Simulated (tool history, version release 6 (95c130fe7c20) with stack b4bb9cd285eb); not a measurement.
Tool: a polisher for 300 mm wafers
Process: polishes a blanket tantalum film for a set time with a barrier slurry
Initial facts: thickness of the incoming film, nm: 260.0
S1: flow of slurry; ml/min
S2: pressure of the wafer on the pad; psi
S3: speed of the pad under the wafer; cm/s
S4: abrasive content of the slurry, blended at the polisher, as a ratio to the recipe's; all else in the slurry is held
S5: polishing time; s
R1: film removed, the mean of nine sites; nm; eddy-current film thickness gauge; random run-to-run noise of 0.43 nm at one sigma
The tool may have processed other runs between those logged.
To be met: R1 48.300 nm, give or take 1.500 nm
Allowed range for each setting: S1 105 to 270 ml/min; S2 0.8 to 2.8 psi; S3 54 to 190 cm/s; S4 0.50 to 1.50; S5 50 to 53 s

run    day   S1   S2   S3    S4  S5      R1
  1  0.000  175  1.8  122  1.00  50  96.068
  2  0.029  175  1.7  120  1.00  50  90.239
  3  0.262  175  1.7  110  1.00  50  82.853
  4  0.600  140  1.7  110  1.00  50  79.979
  5  0.967  140  1.6  110  1.00  50  77.208
  6  1.079  105  1.6  110  1.00  50  73.018
  7  1.454  105  1.5  110  1.00  50  68.830
  8  1.504  105  1.4  110  1.00  50  63.593
  9  1.600  105  1.2  110  1.00  50  54.477
 10  1.717  105  1.1  110  1.00  50  50.123
 11  1.804  105  1.1  108  1.00  50  50.841
 12  2.088  105  1.0  108  1.00  50  46.194
 13  2.196  110  1.0  108  1.00  50  45.780

Exactly one of the 4 candidate moves below puts every result within its allowed miss. Which one?
  A  2.304  120  1.1   96  1.00  53   ?
  B  2.304  105  1.1  112  0.95  52   ?
  C  2.304  105  1.0  102  1.05  50   ?
  D  2.304  155  0.9  104  1.05  52   ?

move      R1
   A  48.248
   B  51.752
   C  43.744
   D  44.429
A: all results land within tolerance of their targets
B: moves the result that the last run missed by most past its target, out the other side
C: moves away from the targets compared with the last run
D: moves away from the targets compared with the last run
A meets every target.
